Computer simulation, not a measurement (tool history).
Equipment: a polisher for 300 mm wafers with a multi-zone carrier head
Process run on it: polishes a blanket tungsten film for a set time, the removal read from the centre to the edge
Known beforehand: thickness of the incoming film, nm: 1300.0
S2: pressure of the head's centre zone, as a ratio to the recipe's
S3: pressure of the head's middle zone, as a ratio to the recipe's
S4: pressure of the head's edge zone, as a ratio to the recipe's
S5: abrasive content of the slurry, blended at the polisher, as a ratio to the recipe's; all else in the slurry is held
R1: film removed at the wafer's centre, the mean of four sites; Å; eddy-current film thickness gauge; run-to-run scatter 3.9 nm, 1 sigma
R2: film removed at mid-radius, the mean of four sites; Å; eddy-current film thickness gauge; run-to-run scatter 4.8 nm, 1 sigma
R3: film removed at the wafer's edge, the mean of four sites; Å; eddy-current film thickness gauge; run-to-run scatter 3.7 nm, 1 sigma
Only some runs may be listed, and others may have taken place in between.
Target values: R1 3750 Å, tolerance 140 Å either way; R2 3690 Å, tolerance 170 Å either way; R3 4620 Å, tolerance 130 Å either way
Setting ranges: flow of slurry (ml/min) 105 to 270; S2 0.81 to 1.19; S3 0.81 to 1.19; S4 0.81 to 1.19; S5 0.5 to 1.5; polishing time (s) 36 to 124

{"run": 1, "hour": 0.0, "flow of slurry (ml/min)": 175, "S2": 1, "S3": 1, "S4": 1, "S5": 1, "polishing time (s)": 79, "R1": 3944, "R2": 3833, "R3": 3896.9}
{"run": 2, "hour": 2.2, "flow of slurry (ml/min)": 180, "S2": 0.97, "S3": 0.97, "S4": 1.05, "S5": 1.05, "polishing time (s)": 79, "R1": 3861.3, "R2": 3753.9, "R3": 4025.7}
{"run": 3, "hour": 3.8, "flow of slurry (ml/min)": 180, "S2": 0.95, "S3": 0.95, "S4": 1.09, "S5": 1.1, "polishing time (s)": 79, "R1": 3760.5, "R2": 3824, "R3": 4219.6}
{"run": 4, "hour": 9.9, "flow of slurry (ml/min)": 185, "S2": 0.95, "S3": 0.93, "S4": 1.12, "S5": 1.1, "polishing time (s)": 79, "R1": 3805.8, "R2": 3706.5, "R3": 4230.4}
{"run": 5, "hour": 10.6, "flow of slurry (ml/min)": 185, "S2": 0.94, "S3": 0.91, "S4": 1.14, "S5": 1.15, "polishing time (s)": 79, "R1": 3827.1, "R2": 3661.2, "R3": 4346.3}
{"run": 6, "hour": 16.9, "flow of slurry (ml/min)": 165, "S2": 0.94, "S3": 0.91, "S4": 1.14, "S5": 1.15, "polishing time (s)": 79, "R1": 3783.3, "R2": 3548.3, "R3": 4324.8}
{"run": 7, "hour": 25.6, "flow of slurry (ml/min)": 165, "S2": 0.93, "S3": 0.91, "S4": 1.15, "S5": 1.2, "polishing time (s)": 79, "R1": 3772.6, "R2": 3657.2, "R3": 4298.1}
{"run": 8, "hour": 28.2, "flow of slurry (ml/min)": 170, "S2": 0.92, "S3": 0.9, "S4": 1.16, "S5": 1.2, "polishing time (s)": 80, "R1": 3832.2, "R2": 3698.7, "R3": 4337.5}

Below are 4 possible settings for the next run. Only one of them brings all results inside the allowed miss of their targets. Which is it?
{"run": "A", "hour": 30.8, "flow of slurry (ml/min)": 165, "S2": 0.87, "S3": 0.86, "S4": 1.19, "S5": 1.05, "polishing time (s)": 86, "R1": "?", "R2": "?", "R3": "?"}
{"run": "B", "hour": 30.8, "flow of slurry (ml/min)": 170, "S2": 0.81, "S3": 0.92, "S4": 1.19, "S5": 0.8, "polishing time (s)": 85, "R1": "?", "R2": "?", "R3": "?"}
{"run": "C", "hour": 30.8, "flow of slurry (ml/min)": 160, "S2": 0.94, "S3": 0.81, "S4": 1.19, "S5": 1, "polishing time (s)": 91, "R1": "?", "R2": "?", "R3": "?"}
{"run": "D", "hour": 30.8, "flow of slurry (ml/min)": 195, "S2": 0.96, "S3": 0.87, "S4": 1.19, "S5": 1.1, "polishing time (s)": 82, "R1": "?", "R2": "?", "R3": "?"}

move=A R1=3821.1 R2=3687.3 R3=4718.9
move=B R1=3431.7 R2=3684.2 R3=4447.3
move=C R1=4210.4 R2=3656.8 R3=4927.8
move=D R1=4088.1 R2=3687.8 R3=4639.7
A: in spec on every target
B: as far off as the last run
C: takes the biggest miss from the last run beyond its target
D: meets the target for the result that was furthest off, but another lies outside its allowed miss
Go with A: it meets all targets.
